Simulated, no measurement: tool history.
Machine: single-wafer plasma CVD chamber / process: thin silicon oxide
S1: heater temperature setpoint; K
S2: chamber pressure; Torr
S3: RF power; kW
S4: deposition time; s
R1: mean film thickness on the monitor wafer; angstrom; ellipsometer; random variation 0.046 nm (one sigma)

run 1 hour=0 | S1=698.15 S2=0.659 S3=0.36 S4=6.9 | R1=98.174
run 2 hour=1.2 | S1=698.15 S2=0.587 S3=0.36 S4=6.9 | R1=87.961
run 3 hour=6.3 | S1=698.15 S2=0.572 S3=0.36 S4=6.9 | R1=86.828
run 4 hour=11 | S1=698.15 S2=0.557 S3=0.36 S4=6.9 | R1=83.99
run 5 hour=12.3 | S1=703.15 S2=0.557 S3=0.36 S4=6.9 | R1=84.138
run 6 hour=16.1 | S1=703.15 S2=0.557 S3=0.335 S4=6.9 | R1=80.125
run 7 hour=17 | S1=703.15 S2=0.553 S3=0.335 S4=6.9 | R1=79.968

Run 8, settings as shown, results not yet in. Your forecast:
run 8 hour=18.3 | S1=703.15 S2=0.549 S3=0.335 S4=6.9 | R1=?

Run 8 gave R1 79.549 angstrom.

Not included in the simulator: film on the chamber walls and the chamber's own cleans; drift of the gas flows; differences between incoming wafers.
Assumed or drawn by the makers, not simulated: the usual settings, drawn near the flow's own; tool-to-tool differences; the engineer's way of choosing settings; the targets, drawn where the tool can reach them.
